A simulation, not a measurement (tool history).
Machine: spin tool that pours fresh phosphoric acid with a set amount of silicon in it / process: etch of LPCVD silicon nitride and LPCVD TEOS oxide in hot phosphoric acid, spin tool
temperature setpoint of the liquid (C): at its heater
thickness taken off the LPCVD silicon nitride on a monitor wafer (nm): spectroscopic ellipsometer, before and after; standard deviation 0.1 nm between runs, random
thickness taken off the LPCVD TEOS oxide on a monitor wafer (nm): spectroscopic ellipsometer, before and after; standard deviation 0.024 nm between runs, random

run	day	temperature setpoint of the liquid (C)	silicon dissolved in the acid as it is poured (mg a litre)	time under the liquid (s)	thickness taken off the LPCVD silicon nitride on a monitor wafer (nm)	thickness taken off the LPCVD TEOS oxide on a monitor wafer (nm)
1	0	161	11	150	14.697	0.25327
2	0.038	161	11	90	9.0003	0.1212
3	0.4	161	11	50	5.058	0.060812
4	0.588	161	11	95	9.3439	0.15214
5	0.671	162	10.5	95	9.799	0.16355
6	1.038	162	15.5	95	9.6063	0.14826
7	1.279	162.5	15	95	10.133	0.18085
8	1.342	163	15.5	95	10.241	0.17827
9	1.483	163.5	15.5	95	10.192	0.18982
10	1.683	163.5	16	95	10.27	0.17967

Run 11 comes next. What will it give?
11	1.738	164	16	95	?	?

thickness taken off the LPCVD silicon nitride on a monitor wafer (nm): 10.492
thickness taken off the LPCVD TEOS oxide on a monitor wafer (nm): 0.18505
